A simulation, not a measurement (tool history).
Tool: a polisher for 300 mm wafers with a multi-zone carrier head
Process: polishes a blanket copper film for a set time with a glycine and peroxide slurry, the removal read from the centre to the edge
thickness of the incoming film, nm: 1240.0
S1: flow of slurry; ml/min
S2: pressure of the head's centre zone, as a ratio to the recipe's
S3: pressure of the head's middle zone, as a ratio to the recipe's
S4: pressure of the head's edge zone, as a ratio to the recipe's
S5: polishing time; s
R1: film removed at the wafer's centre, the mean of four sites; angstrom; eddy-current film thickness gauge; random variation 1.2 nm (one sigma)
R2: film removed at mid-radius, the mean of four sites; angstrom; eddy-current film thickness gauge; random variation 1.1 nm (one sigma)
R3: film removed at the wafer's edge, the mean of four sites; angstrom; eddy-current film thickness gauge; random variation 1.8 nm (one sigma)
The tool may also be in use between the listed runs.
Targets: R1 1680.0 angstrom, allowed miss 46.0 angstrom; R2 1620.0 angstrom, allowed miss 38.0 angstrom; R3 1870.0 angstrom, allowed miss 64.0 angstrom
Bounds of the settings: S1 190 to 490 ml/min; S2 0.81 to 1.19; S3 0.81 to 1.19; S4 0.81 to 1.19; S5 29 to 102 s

run	day	S1	S2	S3	S4	S5	R1	R2	R3
1	0.000	315	1.00	1.00	1.00	65	3070.4	3061.9	3186.9
2	0.150	315	1.00	0.93	1.00	65	3073.7	2877.2	3206.0
3	0.200	315	1.00	0.93	0.97	65	3050.6	2879.2	3097.0
4	0.225	315	0.97	0.93	0.97	65	2997.3	2883.4	3078.4
5	0.521	295	0.93	0.89	0.97	55	2384.3	2328.9	2643.8
6	0.717	295	0.93	0.89	0.97	42	1830.3	1792.9	2006.5
7	0.988	290	0.91	0.86	0.95	41	1730.5	1677.2	1907.9
8	1.292	280	0.90	0.85	0.94	41	1705.8	1668.3	1925.1

4 next moves are on the table. One of them brings every result within its allowed miss. Which?
A	1.596	365	0.94	0.89	0.93	37	?	?	?
B	1.596	235	0.87	0.89	0.85	41	?	?	?
C	1.596	265	0.95	0.90	1.04	38	?	?	?
D	1.596	330	0.98	0.86	0.96	36	?	?	?

move	R1	R2	R3
A	1656.5	1613.2	1750.7
B	1607.7	1702.7	1794.6
C	1655.9	1615.8	1848.6
D	1662.3	1510.5	1716.8
A: brings the result that was furthest off to its target, and leaves another outside
B: further off than the last run
C: meets every target
D: takes the result that was furthest off past its target
The right move is C.

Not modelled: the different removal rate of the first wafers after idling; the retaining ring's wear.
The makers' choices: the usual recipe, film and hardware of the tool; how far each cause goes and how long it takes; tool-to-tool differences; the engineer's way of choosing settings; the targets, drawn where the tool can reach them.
